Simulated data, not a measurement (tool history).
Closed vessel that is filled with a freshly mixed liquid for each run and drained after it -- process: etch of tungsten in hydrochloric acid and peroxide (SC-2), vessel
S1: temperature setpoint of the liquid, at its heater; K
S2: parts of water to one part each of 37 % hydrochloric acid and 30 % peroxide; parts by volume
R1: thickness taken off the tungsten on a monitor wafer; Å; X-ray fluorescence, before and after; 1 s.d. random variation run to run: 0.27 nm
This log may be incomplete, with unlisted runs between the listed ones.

Run 1, hour 0: S1 324.15 K, S2 8 parts by volume, time in the liquid (s) 95. Result: R1 331.25 Å.
Run 2, hour 2.8: S1 319.15 K, S2 8 parts by volume, time in the liquid (s) 95. Result: R1 236.37 Å.
Run 3, hour 8.4: S1 319.15 K, S2 8 parts by volume, time in the liquid (s) 105. Result: R1 261.2 Å.
Run 4, hour 12.3: S1 319.15 K, S2 8 parts by volume, time in the liquid (s) 95. Result: R1 237.18 Å.
Run 5, hour 20.2: S1 319.15 K, S2 9.5 parts by volume, time in the liquid (s) 95. Result: R1 205.75 Å.
Run 6, hour 26.6: S1 322.65 K, S2 9.5 parts by volume, time in the liquid (s) 95. Result: R1 261.84 Å.
Run 7, hour 29.3: S1 325.65 K, S2 9.5 parts by volume, time in the liquid (s) 95. Result: R1 321.1 Å.
Run 8, hour 38.2: S1 325.65 K, S2 9.5 parts by volume, time in the liquid (s) 95. Result: R1 319.94 Å.
Run 9, hour 41.6: S1 328.15 K, S2 9.5 parts by volume, time in the liquid (s) 95. Result: R1 376.38 Å.

Forecast run 10:
Run 10, hour 50.1: S1 330.15 K, S2 9.5 parts by volume, time in the liquid (s) 95. Result: R1 ?.

{"run 10": {"R1": 430.57}}

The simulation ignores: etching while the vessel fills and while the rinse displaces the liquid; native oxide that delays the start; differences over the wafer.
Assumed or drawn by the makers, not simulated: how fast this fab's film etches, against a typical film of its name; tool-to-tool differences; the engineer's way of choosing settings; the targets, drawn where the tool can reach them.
